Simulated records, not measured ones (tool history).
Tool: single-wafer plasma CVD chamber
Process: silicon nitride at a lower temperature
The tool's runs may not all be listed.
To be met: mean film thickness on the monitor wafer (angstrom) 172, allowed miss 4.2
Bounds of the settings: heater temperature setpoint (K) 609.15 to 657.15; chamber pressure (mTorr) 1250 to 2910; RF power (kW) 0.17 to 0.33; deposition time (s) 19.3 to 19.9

run  hour  heater temperature setpoint (K)  chamber pressure (mTorr)  RF power (kW)  deposition time (s)  mean film thickness on the monitor wafer (angstrom)
  1     0                           633.15                      2080           0.25                 19.3                                               215.92
  2   1.1                           633.15                      2080           0.25                 19.3                                               217.93
  3   2.3                           633.15                      1880           0.25                 19.3                                               211.61
  4   3.7                           633.15                      1880           0.23                 19.3                                               196.51
  5  11.3                           633.15                      1830          0.225                 19.3                                               189.38
  6  17.2                           633.15                      2080          0.225                 19.3                                               195.08
  7  22.6                           633.15                      2040           0.22                 19.3                                               187.35
  8  31.5                           633.15                      2020           0.22                 19.3                                               187.51

4 next moves are on the table. One of them brings every result within its allowed miss. Which?
  A  40.4                           640.15                      1910           0.19                 19.9                                                    ?
  B  40.4                           614.15                      2380          0.195                 19.3                                                    ?
  C  40.4                           637.15                      1870          0.195                 19.3                                                    ?
  D  40.4                           633.15                      1910           0.19                 19.3                                                    ?

move  mean film thickness on the monitor wafer (angstrom)
   A                                               162.24
   B                                               170.16
   C                                               161.97
   D                                               157.85
A: takes the result that was furthest off past its target
B: meets every target
C: takes the result that was furthest off past its target
D: takes the result that was furthest off past its target
The right move is B.
